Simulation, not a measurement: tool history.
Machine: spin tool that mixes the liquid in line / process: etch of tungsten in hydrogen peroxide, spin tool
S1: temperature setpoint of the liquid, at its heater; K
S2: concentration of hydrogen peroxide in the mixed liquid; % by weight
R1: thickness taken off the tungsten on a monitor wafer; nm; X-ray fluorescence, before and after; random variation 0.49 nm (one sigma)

Run 1, hour 0.0: S1 318.15 K, S2 19 % by weight, time under the liquid (s) 50. Result: R1 35.423 nm.
Run 2, hour 2.7: S1 321.15 K, S2 19 % by weight, time under the liquid (s) 50. Result: R1 42.059 nm.
Run 3, hour 9.0: S1 321.15 K, S2 19 % by weight, time under the liquid (s) 55. Result: R1 47.165 nm.
Run 4, hour 16.9: S1 323.15 K, S2 19 % by weight, time under the liquid (s) 55. Result: R1 53.253 nm.
Run 5, hour 23.7: S1 324.15 K, S2 19 % by weight, time under the liquid (s) 55. Result: R1 55.299 nm.
Run 6, hour 26.5: S1 324.15 K, S2 19 % by weight, time under the liquid (s) 50. Result: R1 50.811 nm.
At hour 33.1: peroxide flow meter replaced.
Run 7, hour 33.1: S1 325.65 K, S2 19 % by weight, time under the liquid (s) 50. Result: R1 59.184 nm.
Run 8, hour 40.0: S1 326.15 K, S2 19 % by weight, time under the liquid (s) 50. Result: R1 60.199 nm.
Run 9, hour 43.4: S1 326.15 K, S2 19 % by weight, time under the liquid (s) 50. Result: R1 60.521 nm.
Run 10, hour 49.8: S1 326.65 K, S2 19 % by weight, time under the liquid (s) 50. Result: R1 62.286 nm.
Run 11, hour 56.7: S1 326.65 K, S2 19 % by weight, time under the liquid (s) 50. Result: R1 62.384 nm.

Run 12 has not been measured yet. What should we expect?
Run 12, hour 64.8: S1 327.15 K, S2 19 % by weight, time under the liquid (s) 50. Result: R1 ?.

Run 12 measured R1 64.306 nm.
